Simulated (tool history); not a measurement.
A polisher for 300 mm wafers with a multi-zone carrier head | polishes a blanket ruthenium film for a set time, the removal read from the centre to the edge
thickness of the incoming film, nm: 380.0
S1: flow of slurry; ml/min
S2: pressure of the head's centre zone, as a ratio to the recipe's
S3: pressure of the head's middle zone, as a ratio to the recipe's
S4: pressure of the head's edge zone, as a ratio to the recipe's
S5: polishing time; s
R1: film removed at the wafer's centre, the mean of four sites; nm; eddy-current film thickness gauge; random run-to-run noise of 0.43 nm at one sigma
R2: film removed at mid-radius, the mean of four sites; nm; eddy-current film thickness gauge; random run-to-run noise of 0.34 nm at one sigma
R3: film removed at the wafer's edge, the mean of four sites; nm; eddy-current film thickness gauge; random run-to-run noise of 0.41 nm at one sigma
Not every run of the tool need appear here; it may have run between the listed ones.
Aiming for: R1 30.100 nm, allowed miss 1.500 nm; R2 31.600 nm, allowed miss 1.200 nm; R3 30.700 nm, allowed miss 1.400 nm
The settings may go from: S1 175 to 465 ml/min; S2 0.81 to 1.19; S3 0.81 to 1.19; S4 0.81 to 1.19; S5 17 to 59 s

run 1 hour=0.0 | S1=295 S2=1.00 S3=1.00 S4=1.00 S5=38 | R1=46.391 R2=55.194 R3=54.658
run 2 hour=6.9 | S1=295 S2=1.00 S3=1.00 S4=0.92 S5=38 | R1=45.107 R2=53.718 R3=53.314
run 3 hour=11.4 | S1=295 S2=1.00 S3=1.00 S4=0.92 S5=47 | R1=56.714 R2=66.664 R3=67.397
run 4 hour=18.8 | S1=295 S2=1.03 S3=0.99 S4=0.91 S5=40 | R1=50.711 R2=56.659 R3=55.781
run 5 hour=26.3 | S1=295 S2=1.10 S3=0.99 S4=0.91 S5=40 | R1=54.217 R2=55.476 R3=56.211
run 6 hour=32.5 | S1=295 S2=1.09 S3=0.98 S4=0.90 S5=34 | R1=44.303 R2=47.571 R3=48.062
run 7 hour=41.5 | S1=295 S2=1.11 S3=0.99 S4=0.89 S5=30 | R1=40.746 R2=42.425 R3=41.204
-- hour=48.2 centre zone pressure recalibrated
run 8 hour=48.2 | S1=295 S2=1.11 S3=0.98 S4=0.88 S5=28 | R1=42.668 R2=38.621 R3=38.693

Which single option among these 4 for the next run brings every result within its allowed miss of target? Just one does.
run A hour=54.9 | S1=290 S2=1.05 S3=0.93 S4=0.90 S5=24 | R1=? R2=? R3=?
run B hour=54.9 | S1=295 S2=1.02 S3=1.03 S4=0.94 S5=22 | R1=? R2=? R3=?
run C hour=54.9 | S1=225 S2=0.82 S3=0.84 S4=1.19 S5=34 | R1=? R2=? R3=?
run D hour=54.9 | S1=260 S2=0.87 S3=1.15 S4=1.16 S5=32 | R1=? R2=? R3=?

move=A R1=34.412 R2=32.465 R3=33.379
move=B R1=30.707 R2=32.481 R3=31.198
move=C R1=36.987 R2=41.328 R3=53.203
move=D R1=37.613 R2=51.364 R3=49.736
A: moves toward the targets from the last run without getting all of them in spec
B: hits every target within its allowed miss
C: lands further from the targets than the last run did
D: lands further from the targets than the last run did
Correct choice: B, which meets every target

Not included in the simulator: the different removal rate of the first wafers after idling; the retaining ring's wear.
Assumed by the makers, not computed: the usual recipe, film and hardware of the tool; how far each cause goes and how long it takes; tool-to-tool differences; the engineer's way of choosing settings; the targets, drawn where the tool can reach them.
